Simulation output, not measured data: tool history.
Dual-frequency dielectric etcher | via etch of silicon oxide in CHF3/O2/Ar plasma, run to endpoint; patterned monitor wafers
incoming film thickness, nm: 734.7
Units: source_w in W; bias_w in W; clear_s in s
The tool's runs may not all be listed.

run 1 hour=0.0 | source_w=700 bias_w=185 | clear_s=342.51
run 2 hour=4.8 | source_w=700 bias_w=160 | clear_s=354.79
run 3 hour=8.0 | source_w=760 bias_w=163 | clear_s=343.27
run 4 hour=14.6 | source_w=840 bias_w=163 | clear_s=329.55
run 5 hour=16.9 | source_w=870 bias_w=165 | clear_s=322.52
run 6 hour=24.0 | source_w=870 bias_w=134 | clear_s=337.81
run 7 hour=25.5 | source_w=900 bias_w=140 | clear_s=330.59
run 8 hour=27.2 | source_w=920 bias_w=145 | clear_s=326.03
run 9 hour=31.4 | source_w=940 bias_w=150 | clear_s=321.33

Run 10 comes next. What will it give?
run 10 hour=32.6 | source_w=950 bias_w=154 | clear_s=?

Run 10 gave clear_s 318.13 s.
